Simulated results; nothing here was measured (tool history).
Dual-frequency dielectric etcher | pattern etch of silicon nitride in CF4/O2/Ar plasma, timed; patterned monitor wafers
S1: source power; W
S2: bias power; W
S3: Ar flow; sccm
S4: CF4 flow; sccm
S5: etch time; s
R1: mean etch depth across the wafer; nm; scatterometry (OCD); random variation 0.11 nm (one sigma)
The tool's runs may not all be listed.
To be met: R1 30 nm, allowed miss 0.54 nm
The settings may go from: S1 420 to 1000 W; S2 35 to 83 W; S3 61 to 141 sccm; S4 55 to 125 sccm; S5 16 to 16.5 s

run	hour	S1	S2	S3	S4	S5	R1
1	0	710	59	101	90	16	43.868
2	3.1	630	58	102	90	16	38.482
3	7.4	630	49	102	90	16	35.208
4	13.8	630	49	102	90	16	35.478
5	19.1	600	49	102	90	16	33.335
6	22.8	600	49	102	90	16.5	34.427
7	23.9	580	49	102	90	16.5	33.223
8	28.9	560	49	102	90	16.5	31.843
9	32.8	550	49	102	90	16.5	31.251
10	37.3	540	49	102	90	16.5	30.721

Which of these 5 next moves meets every target?
A	41.8	530	57	109	84	16.5	?
B	41.8	530	53	107	91	16.5	?
C	41.8	560	40	93	110	16.5	?
D	41.8	570	48	102	68	16.5	?
E	41.8	560	47	91	90	16.5	?

move	R1
A	32.219
B	31.341
C	30.018
D	31.668
E	32.019
A: further off than the last run
B: further off than the last run
C: meets every target
D: further off than the last run
E: further off than the last run
Move C is the one to make.

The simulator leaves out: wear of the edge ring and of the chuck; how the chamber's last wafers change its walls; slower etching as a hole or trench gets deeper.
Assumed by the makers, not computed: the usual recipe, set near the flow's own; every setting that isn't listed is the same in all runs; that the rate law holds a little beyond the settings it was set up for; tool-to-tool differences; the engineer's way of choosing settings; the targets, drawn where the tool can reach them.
